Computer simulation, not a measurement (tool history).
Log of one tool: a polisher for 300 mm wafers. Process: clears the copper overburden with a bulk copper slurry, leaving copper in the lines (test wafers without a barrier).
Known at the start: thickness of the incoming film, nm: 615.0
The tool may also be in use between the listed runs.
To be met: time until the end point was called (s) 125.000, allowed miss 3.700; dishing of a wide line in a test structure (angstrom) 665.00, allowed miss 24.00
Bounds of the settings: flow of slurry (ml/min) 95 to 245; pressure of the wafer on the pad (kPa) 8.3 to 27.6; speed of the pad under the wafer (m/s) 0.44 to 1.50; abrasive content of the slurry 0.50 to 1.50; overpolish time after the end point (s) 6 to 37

run	hour	flow of slurry (ml/min)	pressure of the wafer on the pad (kPa)	speed of the pad under the wafer (m/s)	abrasive content of the slurry	overpolish time after the end point (s)	time until the end point was called (s)	dishing of a wide line in a test structure (angstrom)
1	0.0	155	17.9	0.96	1.00	19	97.012	739.02
2	5.7	150	17.2	0.96	1.00	20	101.220	731.74
3	9.4	150	17.2	0.96	1.15	20	97.001	762.57
4	13.2	150	20.0	0.96	1.15	20	85.058	837.67
5	19.4	125	20.0	0.96	1.15	20	87.437	829.69
6	26.9	120	18.6	0.96	1.15	20	95.064	776.49
7	33.6	120	18.6	0.96	1.15	20	95.054	779.12
8	42.6	115	17.2	0.96	1.15	20	102.250	738.47
9	49.2	110	16.5	0.96	1.15	20	106.340	714.29
10	53.6	110	15.9	0.96	1.15	20	110.420	706.90
11	62.3	110	15.2	0.96	1.15	20	116.720	680.09

Which of these 5 next moves meets every target?
A	71.0	180	17.2	0.80	1.30	19	?	?
B	71.0	120	15.2	0.86	1.15	19	?	?
C	71.0	110	13.1	1.08	0.95	22	?	?
D	71.0	95	20.7	0.64	1.40	23	?	?
E	71.0	130	17.2	0.94	1.00	20	?	?

move	time until the end point was called (s)	dishing of a wide line in a test structure (angstrom)
A	109.210	694.91
B	127.580	618.66
C	126.240	675.49
D	127.480	724.09
E	107.220	726.68
A: further off than the last run
B: brings the result that was furthest off to its target, and leaves another outside
C: meets every target
D: brings the result that was furthest off to its target, and leaves another outside
E: further off than the last run
The right move is C.

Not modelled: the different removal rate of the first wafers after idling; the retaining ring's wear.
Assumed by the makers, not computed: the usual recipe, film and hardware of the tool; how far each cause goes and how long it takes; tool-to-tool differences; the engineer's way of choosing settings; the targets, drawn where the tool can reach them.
